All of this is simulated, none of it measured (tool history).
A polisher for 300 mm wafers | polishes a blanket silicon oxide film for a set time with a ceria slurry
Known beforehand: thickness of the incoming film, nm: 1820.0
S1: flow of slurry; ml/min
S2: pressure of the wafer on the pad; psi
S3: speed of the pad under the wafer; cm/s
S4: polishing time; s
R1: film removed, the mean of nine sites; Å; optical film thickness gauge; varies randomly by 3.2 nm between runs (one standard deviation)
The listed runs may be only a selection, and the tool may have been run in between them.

run 1 hour=0.0 | S1=140 S2=2.6 S3=110 S4=29 | R1=1214.9
run 2 hour=2.5 | S1=145 S2=2.8 S3=114 S4=29 | R1=1391.1
run 3 hour=3.5 | S1=145 S2=2.8 S3=104 S4=29 | R1=1256.6
run 4 hour=9.9 | S1=145 S2=2.8 S3=114 S4=29 | R1=1392.8
run 5 hour=13.7 | S1=145 S2=2.3 S3=114 S4=29 | R1=1132.8
run 6 hour=16.3 | S1=150 S2=2.6 S3=116 S4=29 | R1=1327.2
-- hour=18.0 head pressure recalibrated
run 7 hour=18.0 | S1=155 S2=2.8 S3=116 S4=29 | R1=1618.7

For run 8, what comes out?
run 8 hour=22.8 | S1=165 S2=2.8 S3=116 S4=29 | R1=?

{"run 8": {"R1": 1531.6}}
